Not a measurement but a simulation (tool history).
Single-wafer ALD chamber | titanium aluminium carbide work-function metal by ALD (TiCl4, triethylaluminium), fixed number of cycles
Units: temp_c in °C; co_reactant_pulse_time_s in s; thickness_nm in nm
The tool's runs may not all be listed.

| run | hour | temp_c | co_reactant_pulse_time_s | thickness_nm |
|---|---|---|---|---|
| 1 | 0 | 310 | 9.84 | 2.2189 |
| 2 | 2.6 | 317 | 9.84 | 2.273 |
| 3 | 7.2 | 317 | 7.45 | 2.1734 |
| 4 | 15.7 | 315 | 7.23 | 2.1376 |
| 5 | 22.6 | 325 | 7.23 | 2.255 |
| 6 | 29 | 322 | 7.04 | 2.2197 |
| 7 | 36.3 | 310 | 5.04 | 1.8586 |
| 8 | 37.2 | 310 | 5.04 | 1.8208 |
| 9 | 41.9 | 322 | 7.13 | 2.2066 |

Run 10 comes next. What will it give?
| 10 | 47.9 | 320 | 7.09 | ? |

thickness_nm: 2.1569 nm

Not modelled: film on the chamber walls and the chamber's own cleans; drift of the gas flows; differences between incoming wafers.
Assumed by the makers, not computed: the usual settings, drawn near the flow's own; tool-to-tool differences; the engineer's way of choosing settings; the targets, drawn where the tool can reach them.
